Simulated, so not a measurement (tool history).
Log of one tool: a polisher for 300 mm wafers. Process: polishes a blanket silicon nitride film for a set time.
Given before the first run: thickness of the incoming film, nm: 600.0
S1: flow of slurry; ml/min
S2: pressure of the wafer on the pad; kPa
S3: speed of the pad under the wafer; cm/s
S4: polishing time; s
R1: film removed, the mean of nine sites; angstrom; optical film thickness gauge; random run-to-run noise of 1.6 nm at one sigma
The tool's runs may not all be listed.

run	hour	S1	S2	S3	S4	R1
1	0	185	32.4	110	100	2152
2	3.8	140	32.4	110	100	2042.4
3	9.4	140	32.4	126	100	2184.1
4	14.8	140	30.3	124	100	2089.2
5	20.8	140	28.3	122	100	1927
6	28.3	140	26.2	120	100	1810.4
7	29.7	140	24.8	118	100	1712.3
# hour 38.1: worn pad replaced by a new one
8	38.1	140	23.4	118	100	1759.7
9	40.8	135	22.1	114	100	1610.3
10	48.1	135	20.7	112	100	1495.7
11	51.4	135	20	112	100	1454.3

Estimate the outcome of run 12 from the log above:
12	55.2	135	19.3	112	100	?

{"run 12": {"R1": 1422.8}}

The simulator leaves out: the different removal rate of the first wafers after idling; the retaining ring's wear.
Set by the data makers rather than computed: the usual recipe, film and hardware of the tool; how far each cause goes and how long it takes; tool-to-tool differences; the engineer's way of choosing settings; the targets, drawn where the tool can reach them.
